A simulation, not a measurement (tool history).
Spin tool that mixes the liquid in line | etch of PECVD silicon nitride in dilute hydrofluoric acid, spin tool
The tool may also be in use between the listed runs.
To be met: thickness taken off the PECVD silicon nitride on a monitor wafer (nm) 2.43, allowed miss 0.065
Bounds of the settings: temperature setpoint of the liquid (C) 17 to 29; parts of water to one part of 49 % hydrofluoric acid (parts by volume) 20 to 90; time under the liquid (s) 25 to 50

run,hour,temperature setpoint of the liquid (C),parts of water to one part of 49 % hydrofluoric acid (parts by volume),time under the liquid (s),thickness taken off the PECVD silicon nitride on a monitor wafer (nm)
1,0,21,50,50,1.9429
2,1.3,23,50,50,2.2353
3,9.3,23.5,50,50,2.3089
4,12,23.5,60,50,1.9577
5,13,23.5,60,25,0.95993
6,16.6,25,60,25,1.0797
7,21.1,25,50,25,1.2749
8,28.7,23,40,25,1.3757
9,30.8,23.5,35,30,1.9648

Which of these 5 next moves meets every target?
A,32.9,23.5,50,50,?
B,32.9,21,35,50,?
C,32.9,24.5,45,45,?
D,32.9,23.5,40,40,?
E,32.9,25.5,30,25,?

move,thickness taken off the PECVD silicon nitride on a monitor wafer (nm)
A,2.2791
B,2.7164
C,2.4326
D,2.2668
E,2.1451
A: nearer than the last run, and not there yet
B: takes the result that was furthest off past its target
C: meets every target
D: nearer than the last run, and not there yet
E: nearer than the last run, and not there yet
Answer: C
